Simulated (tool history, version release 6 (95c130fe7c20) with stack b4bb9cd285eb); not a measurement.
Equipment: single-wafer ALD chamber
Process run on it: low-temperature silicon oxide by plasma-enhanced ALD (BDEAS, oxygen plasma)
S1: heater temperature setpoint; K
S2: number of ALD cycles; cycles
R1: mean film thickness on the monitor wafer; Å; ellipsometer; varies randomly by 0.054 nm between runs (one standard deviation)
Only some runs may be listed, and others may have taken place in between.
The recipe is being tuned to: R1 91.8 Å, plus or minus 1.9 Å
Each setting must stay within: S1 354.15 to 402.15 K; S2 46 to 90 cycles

run 1 hour=0 | S1=378.15 S2=68 | R1=100.63
run 2 hour=5.9 | S1=378.15 S2=67 | R1=98.767
run 3 hour=12.7 | S1=372.15 S2=67 | R1=100.91
run 4 hour=21.6 | S1=372.15 S2=74 | R1=111.26
run 5 hour=28 | S1=364.15 S2=74 | R1=114.12
run 6 hour=36.7 | S1=366.15 S2=73 | R1=112.46
run 7 hour=38.2 | S1=368.15 S2=72 | R1=109.5
run 8 hour=41.1 | S1=370.15 S2=71 | R1=107.94
-- hour=48.3 thermocouple changed; heater temperature recalibrated
run 9 hour=48.3 | S1=372.15 S2=70 | R1=104.05
run 10 hour=50.6 | S1=374.15 S2=69 | R1=102.04
run 11 hour=55.4 | S1=376.15 S2=69 | R1=100.61
run 12 hour=59.4 | S1=378.15 S2=69 | R1=101.35
run 13 hour=66.8 | S1=379.15 S2=68 | R1=99.551
run 14 hour=72.3 | S1=380.15 S2=68 | R1=98.024

Of the 4 settings listed for the next run, only one would bring every result within its allowed miss of target. Which one?
run A hour=77.8 | S1=383.15 S2=71 | R1=?
run B hour=77.8 | S1=385.15 S2=73 | R1=?
run C hour=77.8 | S1=378.15 S2=63 | R1=?
run D hour=77.8 | S1=373.15 S2=71 | R1=?

move=A R1=102.43
move=B R1=104.9
move=C R1=91.786
move=D R1=104.52
A: misses by more than the last run did
B: misses by more than the last run did
C: every result within its allowed miss
D: misses by more than the last run did
Go with C: it meets all targets.
